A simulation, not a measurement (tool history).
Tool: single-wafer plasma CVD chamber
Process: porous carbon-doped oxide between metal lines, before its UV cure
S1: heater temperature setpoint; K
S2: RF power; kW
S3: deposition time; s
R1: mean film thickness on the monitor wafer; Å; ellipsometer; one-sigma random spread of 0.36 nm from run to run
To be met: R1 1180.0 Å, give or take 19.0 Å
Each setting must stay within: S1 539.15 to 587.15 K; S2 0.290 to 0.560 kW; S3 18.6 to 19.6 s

{"run": 1, "hour": 0.0, "S1": 563.15, "S2": 0.425, "S3": 19.6, "R1": 1003.3}
{"run": 2, "hour": 7.9, "S1": 556.15, "S2": 0.43, "S3": 19.6, "R1": 1058.2}
{"run": 3, "hour": 14.8, "S1": 551.15, "S2": 0.435, "S3": 19.6, "R1": 1107.4}
{"run": 4, "hour": 20.7, "S1": 548.15, "S2": 0.435, "S3": 19.6, "R1": 1130.9}
{"run": 5, "hour": 23.2, "S1": 548.15, "S2": 0.435, "S3": 18.6, "R1": 1073.5}
{"run": 6, "hour": 28.5, "S1": 548.15, "S2": 0.435, "S3": 18.6, "R1": 1073.1}
{"run": 7, "hour": 36.6, "S1": 539.15, "S2": 0.465, "S3": 18.7, "R1": 1209.4}
{"run": 8, "hour": 45.0, "S1": 540.15, "S2": 0.465, "S3": 18.7, "R1": 1201.1}

Next run, 5 choices. One meets every target within its allowed miss, the rest don't. Which?
{"run": "A", "hour": 53.4, "S1": 542.15, "S2": 0.465, "S3": 19.5, "R1": "?"}
{"run": "B", "hour": 53.4, "S1": 540.15, "S2": 0.46, "S3": 19.1, "R1": "?"}
{"run": "C", "hour": 53.4, "S1": 539.15, "S2": 0.455, "S3": 19.5, "R1": "?"}
{"run": "D", "hour": 53.4, "S1": 539.15, "S2": 0.44, "S3": 19.5, "R1": "?"}
{"run": "E", "hour": 53.4, "S1": 539.15, "S2": 0.415, "S3": 19.6, "R1": "?"}

move=A R1=1229.4
move=B R1=1215.7
move=C R1=1240.8
move=D R1=1212.0
move=E R1=1169.4
A: lands further from the targets than the last run did
B: lands further from the targets than the last run did
C: lands further from the targets than the last run did
D: lands further from the targets than the last run did
E: every result within its allowed miss
So the answer is move E, the one that meets all the targets.

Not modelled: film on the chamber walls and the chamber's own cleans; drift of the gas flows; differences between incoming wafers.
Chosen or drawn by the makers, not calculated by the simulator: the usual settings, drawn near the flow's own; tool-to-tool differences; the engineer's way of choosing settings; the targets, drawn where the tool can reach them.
